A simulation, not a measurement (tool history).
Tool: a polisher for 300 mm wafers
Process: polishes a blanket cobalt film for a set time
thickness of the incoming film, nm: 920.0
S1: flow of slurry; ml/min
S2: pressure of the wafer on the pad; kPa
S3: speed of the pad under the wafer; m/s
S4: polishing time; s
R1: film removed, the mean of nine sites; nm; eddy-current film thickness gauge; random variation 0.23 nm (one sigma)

run	day	S1	S2	S3	S4	R1
1	0.000	285	16.5	0.80	20	77.177
2	0.179	285	13.8	0.76	20	61.381
3	0.367	285	13.8	0.66	20	53.733
4	0.517	285	11.7	0.66	20	45.911
5	0.612	285	11.0	0.66	20	43.253
6	0.775	285	10.3	0.66	20	40.740
7	0.838	285	9.7	0.66	20	38.183
8	1.125	280	9.7	0.66	20	38.656
9	1.292	275	9.0	0.66	20	35.496

Forecast run 10:
10	1.442	280	9.0	0.66	20	?

Run 10 gave R1 35.429 nm.

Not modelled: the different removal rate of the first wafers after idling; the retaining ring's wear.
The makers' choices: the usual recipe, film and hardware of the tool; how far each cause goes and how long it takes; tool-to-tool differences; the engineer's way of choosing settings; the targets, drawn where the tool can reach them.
